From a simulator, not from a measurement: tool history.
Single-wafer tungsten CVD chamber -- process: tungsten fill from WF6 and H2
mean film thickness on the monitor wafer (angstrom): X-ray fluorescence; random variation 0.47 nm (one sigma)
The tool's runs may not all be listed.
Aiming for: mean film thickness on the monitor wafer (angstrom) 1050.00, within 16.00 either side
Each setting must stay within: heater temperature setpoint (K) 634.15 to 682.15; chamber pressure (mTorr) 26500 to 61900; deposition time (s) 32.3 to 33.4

| run | hour | heater temperature setpoint (K) | chamber pressure (mTorr) | deposition time (s) | mean film thickness on the monitor wafer (angstrom) |
|---|---|---|---|---|---|
| 1 | 0.0 | 658.15 | 44200 | 32.3 | 854.33 |
| 2 | 6.7 | 658.15 | 38300 | 32.3 | 787.99 |
| 3 | 12.8 | 663.15 | 38400 | 32.3 | 884.13 |
| 4 | 21.3 | 659.15 | 38400 | 32.3 | 803.97 |
| 5 | 29.5 | 663.15 | 38500 | 32.3 | 876.67 |
| 6 | 31.0 | 655.15 | 38500 | 32.3 | 748.96 |
| 7 | 33.2 | 661.15 | 38600 | 32.3 | 848.09 |
| 8 | 40.5 | 665.15 | 38700 | 32.3 | 927.89 |
| 9 | 49.3 | 667.15 | 38700 | 32.3 | 966.18 |
| 10 | 54.7 | 668.15 | 38700 | 32.3 | 981.49 |
| 11 | 57.6 | 669.15 | 38700 | 32.3 | 1004.10 |
| 12 | 62.2 | 670.15 | 38700 | 32.3 | 1014.40 |

5 candidate next runs follow, results not yet known. Just one meets every target within its allowed miss. Identify it.
| A | 66.8 | 671.15 | 34000 | 32.5 | ? |
| B | 66.8 | 672.15 | 31600 | 33.4 | ? |
| C | 66.8 | 669.15 | 39900 | 33.4 | ? |
| D | 66.8 | 673.15 | 31900 | 32.3 | ? |
| E | 66.8 | 666.15 | 39600 | 32.3 | ? |

| move | mean film thickness on the monitor wafer (angstrom) |
|---|---|
| A | 976.02 |
| B | 984.33 |
| C | 1047.00 |
| D | 975.57 |
| E | 947.79 |
A: its largest miss is bigger than the last run's
B: its largest miss is bigger than the last run's
C: all results in spec
D: its largest miss is bigger than the last run's
E: its largest miss is bigger than the last run's
So the answer is move C, the one that meets all the targets.
